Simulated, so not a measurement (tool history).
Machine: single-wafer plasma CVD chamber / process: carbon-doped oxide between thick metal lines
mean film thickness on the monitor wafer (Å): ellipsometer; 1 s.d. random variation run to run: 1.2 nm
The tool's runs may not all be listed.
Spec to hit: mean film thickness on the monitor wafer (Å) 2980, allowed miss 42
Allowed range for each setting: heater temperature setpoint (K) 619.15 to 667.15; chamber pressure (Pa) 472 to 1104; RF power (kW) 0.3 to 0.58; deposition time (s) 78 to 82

run,day,heater temperature setpoint (K),chamber pressure (Pa),RF power (kW),deposition time (s),mean film thickness on the monitor wafer (Å)
1,0,643.15,788,0.44,82,3417.9
2,0.175,649.15,788,0.44,82,3388.2
3,0.254,645.15,788,0.44,82,3407.2
4,0.3,645.15,788,0.44,82,3413.3
5,0.338,645.15,788,0.395,82,3148.2
6,0.612,647.15,745,0.39,82,3102.5
7,0.988,648.15,716,0.385,82,3032.7
8,1.338,649.15,704,0.385,82,3023.4

Which of these 4 next moves meets every target?
A,1.688,649.15,649,0.4,82,?
B,1.688,651.15,675,0.41,78,?
C,1.688,656.15,635,0.38,81,?
D,1.688,647.15,760,0.355,82,?

move,mean film thickness on the monitor wafer (Å)
A,3091.1
B,2995.7
C,2897.6
D,2883.7
A: misses by more than the last run did
B: all results land within tolerance of their targets
C: the result that was furthest off in the last run now lies on the other side of its target
D: the result that was furthest off in the last run now lies on the other side of its target
Answer: B
